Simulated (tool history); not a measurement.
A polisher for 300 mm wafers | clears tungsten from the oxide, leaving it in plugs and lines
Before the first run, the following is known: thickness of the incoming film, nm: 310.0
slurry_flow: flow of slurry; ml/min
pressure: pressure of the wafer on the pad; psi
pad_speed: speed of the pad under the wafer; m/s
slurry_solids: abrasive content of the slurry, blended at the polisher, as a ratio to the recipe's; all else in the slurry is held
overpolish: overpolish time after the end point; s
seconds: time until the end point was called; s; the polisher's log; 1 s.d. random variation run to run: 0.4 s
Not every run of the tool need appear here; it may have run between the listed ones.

run,hour,slurry_flow,pressure,pad_speed,slurry_solids,overpolish,seconds
1,0,260,3.6,1.06,1,9,58.71
2,6.1,260,3.1,1.06,1,9,67.906
3,11.1,285,3.1,1.06,1,9,67.125
4,19.7,255,3.1,1.06,1,9,67.47
5,21.5,220,3.1,1.06,1,9,68.862
6,30.2,220,2.5,1.06,1,9,84.375
7,32.8,220,3.5,1.1,1,9,60.744
8,41.6,225,3.7,1.1,1,9,55.872
9,43.2,225,3.7,1.1,1,9,56.024
10,49.2,225,3.9,1.1,1,9,53.481
11,52.4,225,3.9,1.1,1,9,53.298
12,58.9,225,4,1.1,1,9,53.646
13,61.3,230,4.2,1.1,1,9,50.442

Forecast run 14:
14,68.9,230,4.2,1.1,1,9,?

Run 14 came out at seconds 50.3 s.
